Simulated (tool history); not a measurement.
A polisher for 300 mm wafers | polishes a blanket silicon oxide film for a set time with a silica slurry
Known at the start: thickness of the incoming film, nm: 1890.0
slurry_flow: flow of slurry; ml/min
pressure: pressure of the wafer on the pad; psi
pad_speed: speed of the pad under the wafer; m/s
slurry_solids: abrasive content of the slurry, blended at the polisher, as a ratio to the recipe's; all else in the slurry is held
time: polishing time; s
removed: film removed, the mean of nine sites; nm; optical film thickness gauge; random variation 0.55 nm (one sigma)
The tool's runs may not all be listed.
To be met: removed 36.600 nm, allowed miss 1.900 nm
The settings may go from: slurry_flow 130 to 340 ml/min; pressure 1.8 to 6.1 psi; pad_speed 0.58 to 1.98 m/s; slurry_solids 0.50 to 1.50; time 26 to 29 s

run,hour,slurry_flow,pressure,pad_speed,slurry_solids,time,removed
1,0.0,220,3.9,1.28,1.00,29,87.078
2,1.0,220,3.9,1.28,1.00,29,87.005
3,8.6,220,3.9,1.04,1.00,29,74.784
4,11.6,220,3.3,0.96,1.00,29,58.832
5,18.1,220,2.9,0.94,1.00,29,51.863
6,21.3,220,2.9,1.06,1.00,29,57.285
7,28.5,220,2.6,1.00,1.00,29,48.577
8,30.5,220,1.8,0.96,1.00,29,34.796

5 next moves are on the table. One of them brings every result within its allowed miss. Which?
A,32.5,185,1.8,1.02,1.15,26,?
B,32.5,155,2.6,0.76,0.95,28,?
C,32.5,190,1.8,0.98,1.05,27,?
D,32.5,230,2.2,0.94,1.00,29,?
E,32.5,215,2.2,0.72,1.10,29,?

move,removed
A,32.511
B,35.607
C,31.627
D,39.637
E,33.071
A: further off than the last run
B: meets every target
C: further off than the last run
D: takes the result that was furthest off past its target
E: further off than the last run
Move B is the one to make.

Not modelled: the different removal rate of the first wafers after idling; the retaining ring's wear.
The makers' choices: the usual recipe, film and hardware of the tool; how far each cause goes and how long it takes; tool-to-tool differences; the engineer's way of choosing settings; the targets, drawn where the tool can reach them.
